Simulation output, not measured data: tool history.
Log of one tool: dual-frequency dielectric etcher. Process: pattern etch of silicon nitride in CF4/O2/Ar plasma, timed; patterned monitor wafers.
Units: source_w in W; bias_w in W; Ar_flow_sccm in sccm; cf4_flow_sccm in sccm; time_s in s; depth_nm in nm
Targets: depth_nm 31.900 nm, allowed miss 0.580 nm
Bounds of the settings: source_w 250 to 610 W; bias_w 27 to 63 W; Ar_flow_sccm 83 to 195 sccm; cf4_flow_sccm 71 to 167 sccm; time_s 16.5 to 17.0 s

run,hour,source_w,bias_w,Ar_flow_sccm,cf4_flow_sccm,time_s,depth_nm
1,0.0,430,45,139,119,16.5,25.546
2,2.0,470,45,139,119,16.5,27.816
3,7.8,490,45,139,119,16.5,28.998
4,9.7,490,45,163,119,16.5,28.560
5,11.5,510,45,163,119,16.5,29.366
6,18.8,510,45,163,108,16.5,29.333
7,22.0,510,45,163,108,16.5,29.271
8,29.8,510,45,163,108,16.5,29.060
9,38.0,520,45,163,108,16.5,29.586
10,42.1,530,45,163,108,16.5,30.185
11,44.9,540,45,163,108,16.5,30.907

4 next moves are on the table. One of them brings every result within its allowed miss. Which?
A,47.7,500,48,168,114,17.0,?
B,47.7,610,34,128,71,17.0,?
C,47.7,550,48,153,113,17.0,?
D,47.7,580,39,145,133,16.5,?

move,depth_nm
A,30.018
B,31.533
C,33.290
D,33.094
A: further off than the last run
B: meets every target
C: takes the result that was furthest off past its target
D: takes the result that was furthest off past its target
Answer: B

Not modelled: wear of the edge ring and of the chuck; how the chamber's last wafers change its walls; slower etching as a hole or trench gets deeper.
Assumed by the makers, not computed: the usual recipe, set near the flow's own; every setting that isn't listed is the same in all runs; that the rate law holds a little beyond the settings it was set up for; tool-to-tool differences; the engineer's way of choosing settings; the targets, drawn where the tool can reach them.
